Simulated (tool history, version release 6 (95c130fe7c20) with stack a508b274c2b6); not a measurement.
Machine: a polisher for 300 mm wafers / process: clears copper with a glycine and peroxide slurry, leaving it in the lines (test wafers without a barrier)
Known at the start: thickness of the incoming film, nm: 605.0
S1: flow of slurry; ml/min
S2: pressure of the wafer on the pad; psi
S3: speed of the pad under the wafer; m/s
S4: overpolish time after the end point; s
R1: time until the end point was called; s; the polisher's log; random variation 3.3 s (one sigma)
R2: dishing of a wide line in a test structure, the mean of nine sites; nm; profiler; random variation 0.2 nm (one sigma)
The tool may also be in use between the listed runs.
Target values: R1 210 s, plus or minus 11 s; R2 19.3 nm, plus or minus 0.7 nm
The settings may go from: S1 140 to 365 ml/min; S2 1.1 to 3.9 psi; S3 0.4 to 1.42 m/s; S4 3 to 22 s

run 1 hour=0 | S1=235 S2=2.5 S3=0.9 S4=11 | R1=123.43 R2=35.908
run 2 hour=4.3 | S1=235 S2=2.2 S3=0.9 S4=11 | R1=140.74 R2=33.716
run 3 hour=8.1 | S1=235 S2=2.1 S3=0.88 S4=10 | R1=143.04 R2=29.249
run 4 hour=13.1 | S1=235 S2=2 S3=0.86 S4=10 | R1=150.07 R2=28.743
run 5 hour=16.8 | S1=235 S2=2 S3=0.96 S4=10 | R1=139.48 R2=29.187
run 6 hour=20 | S1=205 S2=2 S3=0.96 S4=10 | R1=147.01 R2=29.453
run 7 hour=22.3 | S1=205 S2=1.9 S3=0.94 S4=10 | R1=151.68 R2=28.121
run 8 hour=27 | S1=205 S2=1.8 S3=0.92 S4=10 | R1=163.89 R2=26.828
run 9 hour=29.8 | S1=205 S2=1.7 S3=0.92 S4=10 | R1=171.34 R2=25.87
run 10 hour=36 | S1=205 S2=1.6 S3=0.92 S4=10 | R1=170.93 R2=24.951
run 11 hour=37.2 | S1=205 S2=1.5 S3=0.92 S4=10 | R1=180.62 R2=24.049
run 12 hour=45 | S1=205 S2=1.4 S3=0.92 S4=10 | R1=192.79 R2=22.306
run 13 hour=53.4 | S1=205 S2=1.3 S3=0.92 S4=10 | R1=203.92 R2=21.845
run 14 hour=59 | S1=210 S2=1.2 S3=0.9 S4=8 | R1=218.09 R2=17.016
run 15 hour=64.1 | S1=205 S2=1.2 S3=0.9 S4=8 | R1=214.83 R2=17.016
run 16 hour=67.4 | S1=200 S2=1.2 S3=0.9 S4=8 | R1=219.94 R2=16.955

Below are 5 possible settings for the next run. Only one of them brings all results inside the allowed miss of their targets. Which is it?
run A hour=70.7 | S1=240 S2=1.3 S3=0.74 S4=8 | R1=? R2=?
run B hour=70.7 | S1=200 S2=1.3 S3=0.86 S4=9 | R1=? R2=?
run C hour=70.7 | S1=215 S2=1.2 S3=0.94 S4=7 | R1=? R2=?
run D hour=70.7 | S1=205 S2=1.1 S3=0.9 S4=11 | R1=? R2=?
run E hour=70.7 | S1=215 S2=1.1 S3=1.06 S4=10 | R1=? R2=?

move=A R1=229.93 R2=16.361
move=B R1=217.44 R2=19.092
move=C R1=215.8 R2=15.261
move=D R1=235.23 R2=21.246
move=E R1=213.44 R2=21.176
A: lands further from the targets than the last run did
B: each result inside its tolerance
C: lands further from the targets than the last run did
D: pushes the last run's worst result past its target
E: pushes the last run's worst result past its target
Move B is the one to make.
